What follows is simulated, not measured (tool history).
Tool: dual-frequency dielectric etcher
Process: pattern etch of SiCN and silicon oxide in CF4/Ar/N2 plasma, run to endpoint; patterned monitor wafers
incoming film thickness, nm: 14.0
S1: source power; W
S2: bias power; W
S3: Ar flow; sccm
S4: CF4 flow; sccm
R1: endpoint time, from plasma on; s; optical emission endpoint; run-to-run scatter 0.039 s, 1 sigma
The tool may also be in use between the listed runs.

| run | hour | S1 | S2 | S3 | S4 | R1 |
|---|---|---|---|---|---|---|
| 1 | 0 | 520 | 91 | 102 | 67 | 14.257 |
| 2 | 8.3 | 520 | 91 | 102 | 77 | 14.065 |
| 3 | 14.2 | 570 | 91 | 102 | 77 | 13.189 |
| 4 | 16.2 | 570 | 91 | 93 | 77 | 12.893 |
| 5 | 18.8 | 590 | 91 | 93 | 77 | 12.603 |
| 6 | 20.7 | 590 | 91 | 93 | 67 | 12.789 |
| 7 | 27.3 | 610 | 91 | 93 | 67 | 12.573 |
| 8 | 28.1 | 620 | 92 | 93 | 67 | 12.275 |
| 9 | 30 | 630 | 92 | 93 | 67 | 12.215 |
| 10 | 34.6 | 640 | 93 | 93 | 67 | 12.021 |
| 11 | 42.3 | 650 | 94 | 93 | 67 | 11.766 |
| 12 | 51.3 | 660 | 94 | 93 | 67 | 11.638 |
| 13 | 52.5 | 670 | 94 | 93 | 67 | 11.542 |

Run 14 is up next; what results do you expect?
| 14 | 54.5 | 680 | 95 | 93 | 67 | ? |

R1: 11.378 s
